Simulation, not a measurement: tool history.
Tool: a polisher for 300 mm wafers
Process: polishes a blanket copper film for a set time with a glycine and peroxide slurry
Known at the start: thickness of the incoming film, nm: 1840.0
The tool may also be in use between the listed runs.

run  hour  flow of slurry (ml/min)  pressure of the wafer on the pad (psi)  speed of the pad under the wafer (m/s)  polishing time (s)  film removed (nm)
  1     0                      140                                       3                                    0.86                  98             473.71
  2   2.6                      140                                       3                                    0.86                  98             466.65
  3   9.2                      155                                       3                                    0.86                  98             484.94
  4  15.3                      150                                     2.9                                    0.86                  98             463.43
  5  20.1                      150                                     3.4                                    0.86                  98             517.39
  6  27.8                      150                                     3.4                                    0.74                  98             454.87
  7  32.7                      145                                     3.3                                    0.74                  98             445.26

Forecast run 8:
  8  37.4                      140                                     3.2                                    0.74                  98                  ?

Run 8 gave film removed (nm) 435.41.
